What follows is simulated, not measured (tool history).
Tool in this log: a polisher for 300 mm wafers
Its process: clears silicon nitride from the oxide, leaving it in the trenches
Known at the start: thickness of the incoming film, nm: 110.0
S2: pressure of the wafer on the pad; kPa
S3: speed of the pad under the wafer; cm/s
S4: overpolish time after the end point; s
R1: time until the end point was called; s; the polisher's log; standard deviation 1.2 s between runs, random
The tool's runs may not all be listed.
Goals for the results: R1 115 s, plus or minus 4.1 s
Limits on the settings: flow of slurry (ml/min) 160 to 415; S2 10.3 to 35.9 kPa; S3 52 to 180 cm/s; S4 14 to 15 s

run 1 hour=0 | flow_of_slurry_(ml/min)=265 S2=22.8 S3=116 S4=14 | R1=89.168
run 2 hour=7.1 | flow_of_slurry_(ml/min)=265 S2=22.1 S3=116 S4=14 | R1=91.505
run 3 hour=11.8 | flow_of_slurry_(ml/min)=290 S2=22.1 S3=116 S4=14 | R1=89.507
run 4 hour=12.9 | flow_of_slurry_(ml/min)=285 S2=21.4 S3=116 S4=14 | R1=92.816
run 5 hour=15.9 | flow_of_slurry_(ml/min)=335 S2=21.4 S3=116 S4=14 | R1=90.847
run 6 hour=18.6 | flow_of_slurry_(ml/min)=335 S2=20.7 S3=116 S4=14 | R1=93.534
run 7 hour=27.4 | flow_of_slurry_(ml/min)=335 S2=20 S3=116 S4=14 | R1=96.056
run 8 hour=36 | flow_of_slurry_(ml/min)=335 S2=19.3 S3=116 S4=14 | R1=97.49
run 9 hour=39.7 | flow_of_slurry_(ml/min)=335 S2=18.6 S3=116 S4=14 | R1=100.09
run 10 hour=41.5 | flow_of_slurry_(ml/min)=335 S2=17.9 S3=116 S4=14 | R1=102.56

Which single option among these 5 for the next run brings every result within its allowed miss of target? Just one does.
run A hour=43.3 | flow_of_slurry_(ml/min)=290 S2=17.2 S3=108 S4=14 | R1=?
run B hour=43.3 | flow_of_slurry_(ml/min)=335 S2=19.3 S3=108 S4=14 | R1=?
run C hour=43.3 | flow_of_slurry_(ml/min)=310 S2=15.9 S3=104 S4=15 | R1=?
run D hour=43.3 | flow_of_slurry_(ml/min)=330 S2=17.2 S3=114 S4=14 | R1=?
run E hour=43.3 | flow_of_slurry_(ml/min)=370 S2=16.5 S3=116 S4=14 | R1=?

move=A R1=114.69
move=B R1=104.22
move=C R1=125.52
move=D R1=107.62
move=E R1=108.02
A: every result lands within tolerance
B: gains on the last run, yet a result remains outside its allowed miss
C: takes the biggest miss from the last run beyond its target
D: gains on the last run, yet a result remains outside its allowed miss
E: gains on the last run, yet a result remains outside its allowed miss
So the answer is move A, the one that meets all the targets.
